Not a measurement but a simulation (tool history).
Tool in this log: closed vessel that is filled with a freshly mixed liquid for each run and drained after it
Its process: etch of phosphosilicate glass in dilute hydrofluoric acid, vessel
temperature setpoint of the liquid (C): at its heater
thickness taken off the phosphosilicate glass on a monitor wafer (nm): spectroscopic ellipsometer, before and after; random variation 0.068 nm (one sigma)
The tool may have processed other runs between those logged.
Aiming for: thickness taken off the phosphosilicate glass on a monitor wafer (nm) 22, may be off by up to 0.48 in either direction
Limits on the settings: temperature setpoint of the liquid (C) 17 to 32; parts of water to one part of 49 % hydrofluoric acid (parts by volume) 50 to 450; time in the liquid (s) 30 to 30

run	day	temperature setpoint of the liquid (C)	parts of water to one part of 49 % hydrofluoric acid (parts by volume)	time in the liquid (s)	thickness taken off the phosphosilicate glass on a monitor wafer (nm)
1	0	24	250	30	19.755
2	0.221	24	250	30	19.809
3	0.446	25.5	250	30	20.958
4	0.554	25.5	190	30	29.297
5	0.904	24	190	30	27.68
6	1.217	22.5	190	30	26.209
7	1.283	21.5	190	30	25.333
8	1.533	20.5	190	30	24.28

Exercise: of the 5 proposed moves below, exactly one satisfies all targets within the stated allowed misses. Which move is it?
A	1.783	21	200	30	?
B	1.783	19	185	30	?
C	1.783	21.5	205	30	?
D	1.783	18.5	195	30	?
E	1.783	21	220	30	?

move	thickness taken off the phosphosilicate glass on a monitor wafer (nm)
A	23.296
B	23.653
C	23.047
D	21.792
E	20.761
A: gains on the last run, yet a result remains outside its allowed miss
B: gains on the last run, yet a result remains outside its allowed miss
C: gains on the last run, yet a result remains outside its allowed miss
D: in spec on every target
E: takes the result that was furthest off past its target
Answer: D
